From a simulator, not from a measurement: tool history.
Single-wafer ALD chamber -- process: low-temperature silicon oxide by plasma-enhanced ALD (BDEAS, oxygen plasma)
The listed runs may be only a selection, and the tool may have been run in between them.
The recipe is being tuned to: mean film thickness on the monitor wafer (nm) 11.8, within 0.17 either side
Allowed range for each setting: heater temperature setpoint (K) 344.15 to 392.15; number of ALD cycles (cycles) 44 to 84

run	hour	heater temperature setpoint (K)	number of ALD cycles (cycles)	mean film thickness on the monitor wafer (nm)
1	0	368.15	64	10.371
2	5.5	362.15	66	11.025
3	10.8	358.15	66	11.183
4	12.9	358.15	73	12.346
5	21.7	361.15	73	12.212
6	24.8	361.15	65	10.888
7	32.6	356.15	65	11.076
8	38.9	353.15	66	11.414
9	39.5	353.15	66	11.36

Exactly one of the 4 candidate moves below puts every result within its allowed miss. Which one?
A	40.1	361.15	69	?
B	40.1	355.15	67	?
C	40.1	362.15	71	?
D	40.1	351.15	71	?

move	mean film thickness on the monitor wafer (nm)
A	11.561
B	11.482
C	11.85
D	12.348
A: better than the last run, though not everything is in spec
B: better than the last run, though not everything is in spec
C: in spec on every target
D: takes the result that was furthest off past its target
Answer: C
